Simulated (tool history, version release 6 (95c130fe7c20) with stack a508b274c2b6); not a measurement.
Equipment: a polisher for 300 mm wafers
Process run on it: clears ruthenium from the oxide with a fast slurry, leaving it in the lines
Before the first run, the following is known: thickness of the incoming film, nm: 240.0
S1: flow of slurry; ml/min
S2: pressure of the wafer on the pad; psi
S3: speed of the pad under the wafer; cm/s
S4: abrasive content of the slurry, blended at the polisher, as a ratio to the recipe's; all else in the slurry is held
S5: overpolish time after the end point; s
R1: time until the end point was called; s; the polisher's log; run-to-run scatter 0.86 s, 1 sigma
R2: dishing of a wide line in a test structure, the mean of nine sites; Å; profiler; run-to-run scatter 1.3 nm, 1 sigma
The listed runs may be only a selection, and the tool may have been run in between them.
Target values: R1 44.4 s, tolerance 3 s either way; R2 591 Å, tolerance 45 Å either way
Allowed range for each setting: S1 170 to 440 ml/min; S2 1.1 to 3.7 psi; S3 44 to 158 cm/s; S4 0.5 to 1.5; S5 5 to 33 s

| run | hour | S1 | S2 | S3 | S4 | S5 | R1 | R2 |
|---|---|---|---|---|---|---|---|---|
| 1 | 0 | 280 | 2.4 | 100 | 1 | 17 | 62.751 | 388.91 |
| 2 | 5.8 | 280 | 2.6 | 102 | 1 | 18 | 57.357 | 429.43 |
| 3 | 10.5 | 280 | 2.6 | 80 | 1 | 18 | 73.526 | 368.87 |
| 4 | 19.2 | 280 | 2.8 | 82 | 1 | 19 | 66.24 | 397.08 |
| 5 | 24.4 | 280 | 3.3 | 82 | 1 | 19 | 56.935 | 450.44 |
| 6 | 33.2 | 280 | 3.3 | 82 | 0.8 | 19 | 60.429 | 426.61 |
| 7 | 39.8 | 280 | 3.4 | 86 | 0.8 | 20 | 55.583 | 460.54 |
| 8 | 41.8 | 280 | 3.5 | 88 | 0.8 | 21 | 54.287 | 500.22 |
| 9 | 44 | 280 | 3.5 | 92 | 0.8 | 21 | 50.549 | 504.78 |
| 10 | 48.1 | 280 | 3.5 | 94 | 0.8 | 22 | 49.284 | 530.17 |

Consider the 5 candidate settings below. Which is the only one whose results all fall within their allowed miss of target?
| A | 52.2 | 185 | 3.5 | 126 | 0.6 | 17 | ? | ? |
| B | 52.2 | 275 | 3.7 | 112 | 0.8 | 12 | ? | ? |
| C | 52.2 | 250 | 3.7 | 98 | 0.75 | 21 | ? | ? |
| D | 52.2 | 230 | 3.7 | 90 | 1.15 | 26 | ? | ? |
| E | 52.2 | 325 | 3.4 | 82 | 0.8 | 25 | ? | ? |

| move | R1 | R2 |
|---|---|---|
| A | 41.645 | 477.3 |
| B | 39.241 | 407.15 |
| C | 45.879 | 504.02 |
| D | 44.796 | 555 |
| E | 56.809 | 494.96 |
A: the worst result of the last run now meets its target, but another is out of spec
B: carries the result that was furthest off beyond its target, to the other side
C: the worst result of the last run now meets its target, but another is out of spec
D: all results land within tolerance of their targets
E: lands further from the targets than the last run did
So the answer is move D, the one that meets all the targets.
